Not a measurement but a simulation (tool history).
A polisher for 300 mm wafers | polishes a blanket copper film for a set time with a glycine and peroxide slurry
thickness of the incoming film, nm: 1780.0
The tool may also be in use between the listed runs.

run  hour  flow of slurry (ml/min)  pressure of the wafer on the pad (kPa)  speed of the pad under the wafer (m/s)  polishing time (s)  film removed (Å)
  1   0.0                      180                                    24.1                                    0.90                  25            1804.5
  2   8.5                      180                                    27.6                                    0.90                  25            2079.7
  3  15.1                      180                                    24.8                                    0.90                  25            1864.3
  4  21.2                      180                                    24.8                                    1.12                  25            2174.7
  5  24.0                      180                                    24.8                                    1.22                  25            2327.9
  6  25.6                      180                                    24.8                                    1.22                  25            2424.1
  7  28.4                      180                                    22.8                                    1.20                  25            2136.8
  8  30.3                      180                                    21.4                                    1.20                  25            2082.0
  9  35.7                      180                                    20.0                                    1.18                  25            1953.6
 10  41.5                      180                                    18.6                                    1.16                  25            1817.8
 11  44.4                      180                                    17.2                                    1.16                  25            1779.3

Forecast run 12:
 12  45.9                      180                                    16.5                                    1.14                  25                 ?

{"run 12": {"film removed (Å)": 1668.4}}

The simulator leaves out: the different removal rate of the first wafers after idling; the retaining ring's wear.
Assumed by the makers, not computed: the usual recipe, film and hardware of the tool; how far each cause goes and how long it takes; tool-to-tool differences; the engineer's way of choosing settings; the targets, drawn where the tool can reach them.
